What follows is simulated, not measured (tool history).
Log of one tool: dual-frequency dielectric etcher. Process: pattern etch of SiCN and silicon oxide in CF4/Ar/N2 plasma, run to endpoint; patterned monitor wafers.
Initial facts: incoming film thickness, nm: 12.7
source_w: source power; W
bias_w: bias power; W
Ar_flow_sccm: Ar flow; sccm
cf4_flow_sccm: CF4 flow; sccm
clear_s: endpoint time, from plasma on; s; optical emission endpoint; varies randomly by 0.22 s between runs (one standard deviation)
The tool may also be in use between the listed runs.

{"run": 1, "hour": 0.0, "source_w": 430, "bias_w": 79, "Ar_flow_sccm": 90, "cf4_flow_sccm": 43, "clear_s": 16.475}
{"run": 2, "hour": 0.8, "source_w": 410, "bias_w": 77, "Ar_flow_sccm": 91, "cf4_flow_sccm": 43, "clear_s": 17.633}
{"run": 3, "hour": 2.0, "source_w": 410, "bias_w": 77, "Ar_flow_sccm": 91, "cf4_flow_sccm": 50, "clear_s": 17.108}
{"run": 4, "hour": 4.3, "source_w": 410, "bias_w": 77, "Ar_flow_sccm": 91, "cf4_flow_sccm": 45, "clear_s": 17.195}
{"run": 5, "hour": 11.7, "source_w": 410, "bias_w": 77, "Ar_flow_sccm": 91, "cf4_flow_sccm": 40, "clear_s": 17.94}
{"run": 6, "hour": 13.5, "source_w": 390, "bias_w": 76, "Ar_flow_sccm": 91, "cf4_flow_sccm": 40, "clear_s": 18.704}
{"run": 7, "hour": 17.1, "source_w": 390, "bias_w": 76, "Ar_flow_sccm": 91, "cf4_flow_sccm": 40, "clear_s": 18.823}

For run 8, what comes out?
{"run": 8, "hour": 25.5, "source_w": 380, "bias_w": 76, "Ar_flow_sccm": 91, "cf4_flow_sccm": 40, "clear_s": "?"}

For run 8 the tool returned clear_s 18.852 s.
